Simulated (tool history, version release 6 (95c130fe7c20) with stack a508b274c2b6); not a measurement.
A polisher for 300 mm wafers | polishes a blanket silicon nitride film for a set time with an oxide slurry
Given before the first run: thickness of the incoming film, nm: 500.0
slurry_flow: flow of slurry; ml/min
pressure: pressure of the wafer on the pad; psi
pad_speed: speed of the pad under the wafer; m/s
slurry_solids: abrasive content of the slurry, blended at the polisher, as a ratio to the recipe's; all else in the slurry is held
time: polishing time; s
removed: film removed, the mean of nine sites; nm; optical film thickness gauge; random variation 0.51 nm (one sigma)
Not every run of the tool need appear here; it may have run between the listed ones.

Run 1, day 0.000: slurry_flow 175 ml/min, pressure 2.6 psi, pad_speed 1.26 m/s, slurry_solids 1.0, time 106 s. Result: removed 57.010 nm.
Run 2, day 0.308: slurry_flow 175 ml/min, pressure 2.6 psi, pad_speed 1.26 m/s, slurry_solids 1.1, time 106 s. Result: removed 58.649 nm.
Run 3, day 0.354: slurry_flow 175 ml/min, pressure 2.6 psi, pad_speed 1.26 m/s, slurry_solids 0.9, time 106 s. Result: removed 53.255 nm.
Run 4, day 0.704: slurry_flow 175 ml/min, pressure 2.5 psi, pad_speed 1.26 m/s, slurry_solids 0.9, time 106 s. Result: removed 52.718 nm.
Run 5, day 0.996: slurry_flow 175 ml/min, pressure 3.1 psi, pad_speed 1.26 m/s, slurry_solids 0.9, time 106 s. Result: removed 58.913 nm.
Run 6, day 1.183: slurry_flow 190 ml/min, pressure 3.1 psi, pad_speed 1.26 m/s, slurry_solids 0.9, time 106 s. Result: removed 61.476 nm.

What does the tool deliver on the next run?
Run 7, day 1.321: slurry_flow 180 ml/min, pressure 2.8 psi, pad_speed 1.24 m/s, slurry_solids 0.9, time 106 s. Result: removed ?.

removed: 55.293 nm
